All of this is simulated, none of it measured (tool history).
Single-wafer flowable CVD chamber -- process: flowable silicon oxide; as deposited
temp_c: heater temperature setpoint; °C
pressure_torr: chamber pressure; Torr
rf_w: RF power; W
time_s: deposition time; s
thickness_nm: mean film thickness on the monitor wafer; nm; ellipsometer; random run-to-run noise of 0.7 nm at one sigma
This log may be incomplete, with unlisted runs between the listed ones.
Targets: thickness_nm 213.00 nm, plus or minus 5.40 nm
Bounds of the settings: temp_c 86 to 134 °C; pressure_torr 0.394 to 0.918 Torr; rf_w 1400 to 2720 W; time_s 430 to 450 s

| run | hour | temp_c | pressure_torr | rf_w | time_s | thickness_nm |
|---|---|---|---|---|---|---|
| 1 | 0.0 | 110 | 0.656 | 2060 | 450 | 150.59 |
| 2 | 7.3 | 107 | 0.657 | 2060 | 450 | 167.34 |
| 3 | 11.4 | 105 | 0.657 | 2060 | 450 | 178.10 |
| 4 | 12.5 | 104 | 0.657 | 2060 | 450 | 184.84 |
| 5 | 14.9 | 103 | 0.657 | 2060 | 450 | 190.82 |
| 6 | 18.7 | 102 | 0.657 | 2060 | 450 | 198.52 |
| 7 | 22.7 | 101 | 0.657 | 2060 | 450 | 204.05 |
| 8 | 29.3 | 99 | 0.657 | 2060 | 450 | 219.02 |

5 next moves are on the table. One of them brings every result within its allowed miss. Which?
| A | 35.9 | 100 | 0.676 | 2130 | 441 | ? |
| B | 35.9 | 99 | 0.696 | 2060 | 445 | ? |
| C | 35.9 | 97 | 0.627 | 2045 | 450 | ? |
| D | 35.9 | 98 | 0.675 | 2070 | 450 | ? |
| E | 35.9 | 99 | 0.704 | 1815 | 450 | ? |

| move | thickness_nm |
|---|---|
| A | 215.18 |
| B | 229.18 |
| C | 223.36 |
| D | 232.69 |
| E | 226.37 |
A: in spec on every target
B: its largest miss is bigger than the last run's
C: its largest miss is bigger than the last run's
D: its largest miss is bigger than the last run's
E: its largest miss is bigger than the last run's
So the answer is move A, the one that meets all the targets.

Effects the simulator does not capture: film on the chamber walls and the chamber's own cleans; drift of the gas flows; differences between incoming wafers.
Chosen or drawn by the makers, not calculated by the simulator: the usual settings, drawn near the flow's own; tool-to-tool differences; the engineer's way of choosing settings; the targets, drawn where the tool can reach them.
